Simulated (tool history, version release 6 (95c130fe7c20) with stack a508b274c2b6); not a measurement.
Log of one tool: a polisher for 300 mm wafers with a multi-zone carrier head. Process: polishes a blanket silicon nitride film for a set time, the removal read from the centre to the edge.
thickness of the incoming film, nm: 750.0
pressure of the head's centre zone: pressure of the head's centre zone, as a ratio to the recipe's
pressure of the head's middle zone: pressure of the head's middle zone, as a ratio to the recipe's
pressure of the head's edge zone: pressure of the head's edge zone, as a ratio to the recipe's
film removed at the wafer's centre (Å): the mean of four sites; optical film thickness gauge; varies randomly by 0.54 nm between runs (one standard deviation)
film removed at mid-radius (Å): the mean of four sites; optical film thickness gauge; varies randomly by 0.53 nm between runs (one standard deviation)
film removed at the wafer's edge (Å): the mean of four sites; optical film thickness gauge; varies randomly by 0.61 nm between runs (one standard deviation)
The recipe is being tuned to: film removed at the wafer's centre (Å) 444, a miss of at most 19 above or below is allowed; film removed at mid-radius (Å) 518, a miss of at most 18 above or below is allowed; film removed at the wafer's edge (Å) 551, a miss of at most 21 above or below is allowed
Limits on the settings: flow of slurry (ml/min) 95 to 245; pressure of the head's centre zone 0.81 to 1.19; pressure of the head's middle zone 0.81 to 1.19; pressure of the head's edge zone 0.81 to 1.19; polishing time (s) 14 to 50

run    day  flow of slurry (ml/min)  pressure of the head's centre zone  pressure of the head's middle zone  pressure of the head's edge zone  polishing time (s)  film removed at the wafer's centre (Å)  film removed at mid-radius (Å)  film removed at the wafer's edge (Å)
  1      0                      155                                   1                                   1                                 1                  32                                  449.86                           441.6                                 441.8
  2  0.033                      160                                0.98                                   1                              1.03                  32                                  440.86                          442.76                                446.79
  3  0.358                      160                                0.98                                   1                              1.06                  32                                  455.99                          448.92                                452.25
  4  0.546                      155                                0.96                                   1                              1.07                  33                                  439.17                           463.4                                454.13
  5  0.621                      160                                0.94                                0.98                              1.08                  34                                   458.1                          469.42                                471.01
  6  0.896                      160                                0.88                                0.98                              1.08                  34                                  415.98                           469.7                                480.42
     1.133  -- edge zone pressure recalibrated
  7  1.133                      165                                0.87                                0.97                              1.08                  34                                  419.03                           466.2                                504.12
  8  1.433                      170                                0.87                                0.98                              1.08                  34                                  420.98                          464.38                                498.01
  9  1.796                      175                                0.87                                0.99                              1.08                  34                                  427.44                          476.41                                 495.6
 10  1.946                      175                                0.86                                0.99                              1.08                  34                                  408.05                          478.08                                504.08
 11  2.158                      180                                0.86                                0.99                              1.08                  34                                  423.96                          483.19                                505.47
 12  2.467                      185                                0.85                                0.99                              1.08                  34                                  418.65                          482.38                                505.01
 13  2.738                      190                                0.85                                0.99                              1.08                  34                                  418.63                          488.07                                503.52
 14  3.025                      200                                0.83                                0.97                              1.09                  35                                  429.11                           487.2                                528.51
 15  3.121                      210                                0.82                                0.98                               1.1                  35                                  420.43                          501.72                                523.51

Below are 5 possible settings for the next run. Only one of them brings all results inside the allowed miss of their targets. Which is it?
  A  3.217                      235                                0.84                                1.14                              1.08                  33                                       ?                               ?                                     ?
  B  3.217                      245                                0.97                                1.06                               1.1                  31                                       ?                               ?                                     ?
  C  3.217                      180                                0.82                                1.04                              1.12                  34                                       ?                               ?                                     ?
  D  3.217                      190                                0.82                                0.96                              1.07                  37                                       ?                               ?                                     ?
  E  3.217                      245                                0.81                                1.18                              1.14                  31                                       ?                               ?                                     ?

move  film removed at the wafer's centre (Å)  film removed at mid-radius (Å)  film removed at the wafer's edge (Å)
   A                                  410.33                             536                                 501.5
   B                                  447.81                          475.07                                476.09
   C                                   396.5                          492.95                                509.94
   D                                  434.97                          505.31                                550.64
   E                                  373.67                           521.3                                480.85
A: lands further from the targets than the last run did
B: lands further from the targets than the last run did
C: lands further from the targets than the last run did
D: each result inside its tolerance
E: lands further from the targets than the last run did
The move that meets every target is D.
